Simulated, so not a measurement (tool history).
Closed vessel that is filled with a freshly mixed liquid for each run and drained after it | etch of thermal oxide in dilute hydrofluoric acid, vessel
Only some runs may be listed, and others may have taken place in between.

run  hour  temperature setpoint of the liquid (°C)  parts of water to one part of 49 % hydrofluoric acid (parts by volume)  time in the liquid (s)  thickness taken off the thermal oxide on a monitor wafer (Å)
  1     0                                       20                                                                     115                     465                                                        148.83
  2   3.5                                       18                                                                     115                     465                                                        137.53
  3   6.5                                     17.5                                                                     130                     465                                                        116.63
  4   8.5                                       17                                                                     130                     465                                                        113.33
  5  15.4                                       17                                                                     140                     465                                                        104.26
  6  19.3                                       17                                                                     140                     465                                                        105.46
  7  24.9                                       17                                                                     145                     465                                                        101.03
  8  28.1                                       17                                                                     150                     465                                                        97.207

The next listed run, before its measurement:
  9  35.6                                       17                                                                     155                     465                                                             ?

{"run 9": {"thickness taken off the thermal oxide on a monitor wafer (Å)": 94.32}}

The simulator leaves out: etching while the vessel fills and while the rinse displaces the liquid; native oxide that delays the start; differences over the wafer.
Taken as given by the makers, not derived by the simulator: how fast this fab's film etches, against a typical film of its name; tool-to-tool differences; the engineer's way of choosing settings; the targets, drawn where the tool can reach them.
